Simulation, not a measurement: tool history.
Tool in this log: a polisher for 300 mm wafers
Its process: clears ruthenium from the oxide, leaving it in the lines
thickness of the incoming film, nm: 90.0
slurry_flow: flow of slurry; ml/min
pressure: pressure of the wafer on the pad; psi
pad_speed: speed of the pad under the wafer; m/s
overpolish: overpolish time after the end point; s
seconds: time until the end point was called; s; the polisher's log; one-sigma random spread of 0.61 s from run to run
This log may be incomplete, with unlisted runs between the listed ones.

run  hour  slurry_flow  pressure  pad_speed  overpolish  seconds
  1   0.0          205       2.5       1.02           3   60.965
  2   2.1          170       2.5       1.02           3   63.099
  3   8.1          175       2.6       1.02           3   60.073
  4  10.3          135       2.6       1.02           3   62.734
  5  16.5          140       2.7       1.02           3   59.624
  6  18.6          145       2.8       1.02           3   58.494
  7  25.7          150       2.9       1.02           3   55.648

What does the tool deliver on the next run?
  8  30.2          155       2.9       1.02           3        ?

{"run 8": {"seconds": 54.086}}
